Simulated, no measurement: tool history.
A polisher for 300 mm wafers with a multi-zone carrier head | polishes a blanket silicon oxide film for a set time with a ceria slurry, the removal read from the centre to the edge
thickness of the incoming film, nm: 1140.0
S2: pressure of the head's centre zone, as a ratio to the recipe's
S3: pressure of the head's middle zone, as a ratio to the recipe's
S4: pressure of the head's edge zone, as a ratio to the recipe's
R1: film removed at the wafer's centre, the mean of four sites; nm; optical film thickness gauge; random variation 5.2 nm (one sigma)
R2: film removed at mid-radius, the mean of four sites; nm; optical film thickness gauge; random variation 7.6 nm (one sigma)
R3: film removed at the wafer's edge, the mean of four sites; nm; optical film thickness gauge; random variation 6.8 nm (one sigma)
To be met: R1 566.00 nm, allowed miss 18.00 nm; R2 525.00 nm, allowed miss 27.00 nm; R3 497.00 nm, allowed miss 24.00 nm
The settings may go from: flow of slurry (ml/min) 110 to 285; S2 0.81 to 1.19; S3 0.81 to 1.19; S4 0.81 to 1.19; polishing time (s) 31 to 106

run 1 hour=0.0 | flow_of_slurry_(ml/min)=180 S2=1.00 S3=1.00 S4=1.00 polishing_time_(s)=68 | R1=385.21 R2=387.30 R3=363.50
run 2 hour=4.3 | flow_of_slurry_(ml/min)=180 S2=1.07 S3=1.00 S4=1.00 polishing_time_(s)=68 | R1=408.12 R2=377.06 R3=372.88
run 3 hour=7.2 | flow_of_slurry_(ml/min)=180 S2=1.00 S3=1.00 S4=1.00 polishing_time_(s)=68 | R1=382.15 R2=370.84 R3=375.89
run 4 hour=14.3 | flow_of_slurry_(ml/min)=180 S2=1.00 S3=1.00 S4=1.00 polishing_time_(s)=75 | R1=423.20 R2=407.29 R3=411.86
run 5 hour=21.5 | flow_of_slurry_(ml/min)=180 S2=1.00 S3=1.00 S4=0.97 polishing_time_(s)=75 | R1=413.59 R2=410.30 R3=419.59
run 6 hour=26.6 | flow_of_slurry_(ml/min)=180 S2=1.00 S3=1.00 S4=1.00 polishing_time_(s)=75 | R1=418.32 R2=404.02 R3=419.08
run 7 hour=31.8 | flow_of_slurry_(ml/min)=190 S2=1.03 S3=1.03 S4=0.99 polishing_time_(s)=77 | R1=443.24 R2=442.10 R3=420.02
run 8 hour=38.9 | flow_of_slurry_(ml/min)=195 S2=1.05 S3=1.03 S4=1.00 polishing_time_(s)=80 | R1=475.49 R2=464.43 R3=447.48

5 next moves are on the table. One of them brings every result within its allowed miss. Which?
run A hour=46.0 | flow_of_slurry_(ml/min)=200 S2=1.11 S3=1.01 S4=0.95 polishing_time_(s)=82 | R1=? R2=? R3=?
run B hour=46.0 | flow_of_slurry_(ml/min)=175 S2=1.04 S3=0.91 S4=0.97 polishing_time_(s)=90 | R1=? R2=? R3=?
run C hour=46.0 | flow_of_slurry_(ml/min)=215 S2=0.99 S3=0.83 S4=1.01 polishing_time_(s)=99 | R1=? R2=? R3=?
run D hour=46.0 | flow_of_slurry_(ml/min)=185 S2=1.08 S3=1.01 S4=0.94 polishing_time_(s)=94 | R1=? R2=? R3=?
run E hour=46.0 | flow_of_slurry_(ml/min)=230 S2=0.93 S3=1.07 S4=0.97 polishing_time_(s)=95 | R1=? R2=? R3=?

move=A R1=518.31 R2=469.55 R3=460.20
move=B R1=519.14 R2=461.84 R3=502.31
move=C R1=563.70 R2=486.99 R3=577.99
move=D R1=569.83 R2=531.53 R3=520.03
move=E R1=514.05 R2=583.50 R3=546.14
A: nearer than the last run, and not there yet
B: nearer than the last run, and not there yet
C: brings the result that was furthest off to its target, and leaves another outside
D: meets every target
E: nearer than the last run, and not there yet
Answer: D
